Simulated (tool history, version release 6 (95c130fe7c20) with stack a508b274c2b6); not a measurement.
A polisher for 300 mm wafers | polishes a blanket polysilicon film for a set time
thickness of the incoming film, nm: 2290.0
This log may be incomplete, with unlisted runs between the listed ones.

run    day  flow of slurry (ml/min)  pressure of the wafer on the pad (kPa)  speed of the pad under the wafer (m/s)  polishing time (s)  film removed (Å)
  1  0.000                      320                                    23.4                                    1.24                  83           12551.0
  2  0.050                      320                                    23.4                                    1.38                  83           14197.0
  3  0.350                      320                                    23.4                                    1.38                  83           13896.0
  4  0.588                      375                                    23.4                                    1.38                  83           13873.0
  5  0.925                      375                                    23.4                                    1.24                  83           12698.0
  6  1.150                      375                                    18.6                                    1.24                  83           10317.0

What will run 7 give?
  7  1.296                      375                                    15.9                                    1.20                  83                 ?

{"run 7": {"film removed (Å)": 8613.9}}
